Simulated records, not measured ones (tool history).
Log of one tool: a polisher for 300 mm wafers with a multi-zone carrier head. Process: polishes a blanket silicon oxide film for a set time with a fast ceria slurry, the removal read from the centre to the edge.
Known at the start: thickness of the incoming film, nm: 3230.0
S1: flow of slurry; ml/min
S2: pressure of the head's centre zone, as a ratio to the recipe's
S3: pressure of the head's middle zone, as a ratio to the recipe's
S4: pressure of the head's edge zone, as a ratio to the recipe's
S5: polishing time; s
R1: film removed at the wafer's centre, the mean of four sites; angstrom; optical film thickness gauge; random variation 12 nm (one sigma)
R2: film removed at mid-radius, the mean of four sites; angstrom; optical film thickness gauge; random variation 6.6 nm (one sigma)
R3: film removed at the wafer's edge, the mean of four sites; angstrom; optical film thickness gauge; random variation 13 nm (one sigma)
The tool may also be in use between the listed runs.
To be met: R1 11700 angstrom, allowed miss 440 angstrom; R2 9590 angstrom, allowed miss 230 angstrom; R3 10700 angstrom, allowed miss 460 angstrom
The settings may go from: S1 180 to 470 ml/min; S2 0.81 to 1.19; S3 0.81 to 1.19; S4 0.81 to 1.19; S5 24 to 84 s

{"run": 1, "day": 0.0, "S1": 300, "S2": 1, "S3": 1, "S4": 1, "S5": 54, "R1": 8075.7, "R2": 8297, "R3": 8130.3}
{"run": 2, "day": 0.071, "S1": 370, "S2": 1, "S3": 1, "S4": 1, "S5": 54, "R1": 8194.7, "R2": 8374.5, "R3": 8302.6}
{"run": 3, "day": 0.146, "S1": 370, "S2": 1.03, "S3": 1, "S4": 1, "S5": 54, "R1": 8459.4, "R2": 8351.7, "R3": 8135.1}
{"run": 4, "day": 0.288, "S1": 370, "S2": 1.03, "S3": 1.04, "S4": 1, "S5": 54, "R1": 8434.4, "R2": 8597.1, "R3": 8213.6}
{"run": 5, "day": 0.383, "S1": 370, "S2": 1.09, "S3": 1.04, "S4": 1, "S5": 54, "R1": 9027, "R2": 8698.4, "R3": 8109.8}
{"run": 6, "day": 0.608, "S1": 370, "S2": 1.09, "S3": 1.04, "S4": 1.05, "S5": 54, "R1": 9151.2, "R2": 8690.3, "R3": 8324.5}
{"run": 7, "day": 0.833, "S1": 375, "S2": 1.09, "S3": 1.02, "S4": 1.08, "S5": 56, "R1": 9386.8, "R2": 8956, "R3": 8752.8}
{"run": 8, "day": 0.979, "S1": 380, "S2": 1.1, "S3": 0.99, "S4": 1.1, "S5": 58, "R1": 9700.1, "R2": 8964.8, "R3": 9107.2}
{"run": 9, "day": 1.279, "S1": 380, "S2": 1.12, "S3": 0.97, "S4": 1.12, "S5": 60, "R1": 10115, "R2": 9185.7, "R3": 9437.5}
{"run": 10, "day": 1.496, "S1": 385, "S2": 1.13, "S3": 0.95, "S4": 1.14, "S5": 61, "R1": 10346, "R2": 9261.2, "R3": 9862.9}

Which of these 5 next moves meets every target?
{"run": "A", "day": 1.712, "S1": 325, "S2": 1.19, "S3": 0.93, "S4": 1.19, "S5": 70, "R1": "?", "R2": "?", "R3": "?"}
{"run": "B", "day": 1.712, "S1": 465, "S2": 1.09, "S3": 0.88, "S4": 1.19, "S5": 70, "R1": "?", "R2": "?", "R3": "?"}
{"run": "C", "day": 1.712, "S1": 325, "S2": 1.16, "S3": 0.81, "S4": 1.14, "S5": 66, "R1": "?", "R2": "?", "R3": "?"}
{"run": "D", "day": 1.712, "S1": 430, "S2": 1.11, "S3": 0.86, "S4": 1.14, "S5": 65, "R1": "?", "R2": "?", "R3": "?"}
{"run": "E", "day": 1.712, "S1": 310, "S2": 1.17, "S3": 0.92, "S4": 1.15, "S5": 67, "R1": "?", "R2": "?", "R3": "?"}

move=A R1=12722 R2=10105 R3=11325
move=B R1=12014 R2=9936.8 R3=11585
move=C R1=11681 R2=8503.8 R3=10459
move=D R1=11294 R2=9005.6 R3=10480
move=E R1=11908 R2=9541.5 R3=10611
A: takes the result that was furthest off past its target
B: brings the result that was furthest off to its target, and leaves another outside
C: brings the result that was furthest off to its target, and leaves another outside
D: brings the result that was furthest off to its target, and leaves another outside
E: meets every target
Move E is the one to make.

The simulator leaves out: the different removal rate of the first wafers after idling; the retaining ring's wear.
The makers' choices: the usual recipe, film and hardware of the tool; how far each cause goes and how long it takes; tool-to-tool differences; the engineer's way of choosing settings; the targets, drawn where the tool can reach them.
